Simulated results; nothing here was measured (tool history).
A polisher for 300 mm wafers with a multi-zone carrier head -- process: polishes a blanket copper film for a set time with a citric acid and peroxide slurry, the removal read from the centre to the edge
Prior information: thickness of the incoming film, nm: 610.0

| run | day | flow of slurry (ml/min) | pressure of the head's centre zone | pressure of the head's middle zone | pressure of the head's edge zone | abrasive content of the slurry | polishing time (s) | film removed at the wafer's centre (angstrom) | film removed at mid-radius (angstrom) | film removed at the wafer's edge (angstrom) |
|---|---|---|---|---|---|---|---|---|---|---|
| 1 | 0 | 150 | 1 | 1 | 1 | 1 | 64 | 1354.8 | 1327.3 | 1330.6 |
| 2 | 0.096 | 150 | 1 | 1 | 1 | 1 | 77 | 1656.3 | 1598.7 | 1609 |
| 3 | 0.121 | 145 | 0.97 | 0.99 | 0.97 | 0.9 | 71 | 1387.6 | 1435.3 | 1409.6 |
| 4 | 0.479 | 145 | 0.94 | 0.99 | 0.97 | 0.9 | 71 | 1326.9 | 1431.6 | 1409.6 |
| 5 | 0.779 | 145 | 0.94 | 1.03 | 0.97 | 0.9 | 71 | 1360.9 | 1496.8 | 1436.1 |
| 6 | 1.15 | 160 | 0.94 | 1.03 | 0.97 | 0.9 | 71 | 1368.2 | 1516 | 1382 |
| 7 | 1.358 | 165 | 0.93 | 0.99 | 0.96 | 0.8 | 67 | 1269.9 | 1337.4 | 1314.4 |

Run 8 has not been measured yet. What should we expect?
| 8 | 1.712 | 170 | 0.91 | 0.98 | 0.94 | 0.75 | 63 | ? | ? | ? |

film removed at the wafer's centre (angstrom): 1166.8
film removed at mid-radius (angstrom): 1229.5
film removed at the wafer's edge (angstrom): 1207.3
